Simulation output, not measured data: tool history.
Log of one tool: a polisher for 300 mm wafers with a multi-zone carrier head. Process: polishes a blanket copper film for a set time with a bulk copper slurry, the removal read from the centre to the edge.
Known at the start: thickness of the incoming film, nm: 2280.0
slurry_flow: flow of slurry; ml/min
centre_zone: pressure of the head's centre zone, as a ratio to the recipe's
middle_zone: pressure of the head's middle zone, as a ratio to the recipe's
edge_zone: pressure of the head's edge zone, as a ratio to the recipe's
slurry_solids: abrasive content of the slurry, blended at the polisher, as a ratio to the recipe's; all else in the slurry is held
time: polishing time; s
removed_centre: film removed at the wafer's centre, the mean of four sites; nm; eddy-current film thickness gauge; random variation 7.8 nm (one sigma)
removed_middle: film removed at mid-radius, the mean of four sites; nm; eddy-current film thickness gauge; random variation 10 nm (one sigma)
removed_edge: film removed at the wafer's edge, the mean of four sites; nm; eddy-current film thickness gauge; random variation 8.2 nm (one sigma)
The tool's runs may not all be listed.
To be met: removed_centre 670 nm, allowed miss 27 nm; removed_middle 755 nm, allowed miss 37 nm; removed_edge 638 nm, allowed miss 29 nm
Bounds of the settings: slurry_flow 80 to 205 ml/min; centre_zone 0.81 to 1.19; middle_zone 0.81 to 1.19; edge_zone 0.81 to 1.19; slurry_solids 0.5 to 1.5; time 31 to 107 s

| run | hour | slurry_flow | centre_zone | middle_zone | edge_zone | slurry_solids | time | removed_centre | removed_middle | removed_edge |
|---|---|---|---|---|---|---|---|---|---|---|
| 1 | 0 | 135 | 1 | 1 | 1 | 1 | 69 | 938.3 | 933.08 | 899.44 |
| 2 | 6.2 | 135 | 1 | 1 | 1 | 1 | 52 | 704.2 | 673.91 | 703.79 |
| 3 | 11.7 | 135 | 0.99 | 1.03 | 0.97 | 1 | 52 | 683.12 | 714.34 | 689.18 |
| 4 | 12.6 | 135 | 0.99 | 1.03 | 0.97 | 1 | 43 | 580.26 | 596.31 | 577.77 |
| 5 | 14.2 | 135 | 0.99 | 1.03 | 0.97 | 1 | 33 | 440.38 | 457.29 | 430.32 |
| 6 | 23.1 | 140 | 1 | 1.06 | 0.98 | 1.1 | 35 | 477.47 | 509.49 | 483.25 |
| 7 | 25.8 | 145 | 1.02 | 1.08 | 0.97 | 1.15 | 37 | 527.74 | 530.13 | 505.17 |
| 8 | 34.2 | 150 | 1.01 | 1.1 | 0.96 | 1.15 | 40 | 570.36 | 604.39 | 547.82 |
| 9 | 38.3 | 160 | 1.01 | 1.12 | 0.96 | 1.2 | 41 | 612.76 | 653.2 | 575.98 |
| 10 | 46.2 | 165 | 1 | 1.13 | 0.97 | 1.2 | 41 | 591.09 | 640.9 | 578.98 |
| 11 | 54.1 | 165 | 1.01 | 1.19 | 0.93 | 1.45 | 47 | 716.79 | 810 | 680.5 |
| 12 | 60.3 | 160 | 1.01 | 1.19 | 0.92 | 1.45 | 47 | 712.26 | 829.89 | 675.17 |
| 13 | 64 | 155 | 1.01 | 1.18 | 0.92 | 1.45 | 47 | 720.22 | 794.62 | 679.64 |
| 14 | 70.7 | 155 | 1.01 | 1.18 | 0.92 | 1.4 | 47 | 721.3 | 807.69 | 681.42 |

5 next moves are on the table. One of them brings every result within its allowed miss. Which?
| A | 77.4 | 105 | 0.93 | 1.07 | 1.05 | 1.45 | 46 | ? | ? | ? |
| B | 77.4 | 145 | 0.98 | 0.99 | 1.06 | 1.5 | 47 | ? | ? | ? |
| C | 77.4 | 170 | 1.1 | 1.19 | 1 | 1.45 | 46 | ? | ? | ? |
| D | 77.4 | 170 | 1 | 1.18 | 0.94 | 1.4 | 44 | ? | ? | ? |
| E | 77.4 | 140 | 0.94 | 1.08 | 1.02 | 1.35 | 47 | ? | ? | ? |

| move | removed_centre | removed_middle | removed_edge |
|---|---|---|---|
| A | 617.63 | 670.7 | 686.75 |
| B | 708.29 | 679.12 | 736.21 |
| C | 792.6 | 787.11 | 703.52 |
| D | 682.74 | 741.45 | 647.85 |
| E | 658.38 | 708.63 | 700.5 |
A: takes the result that was furthest off past its target
B: further off than the last run
C: further off than the last run
D: meets every target
E: brings the result that was furthest off to its target, and leaves another outside
Answer: D

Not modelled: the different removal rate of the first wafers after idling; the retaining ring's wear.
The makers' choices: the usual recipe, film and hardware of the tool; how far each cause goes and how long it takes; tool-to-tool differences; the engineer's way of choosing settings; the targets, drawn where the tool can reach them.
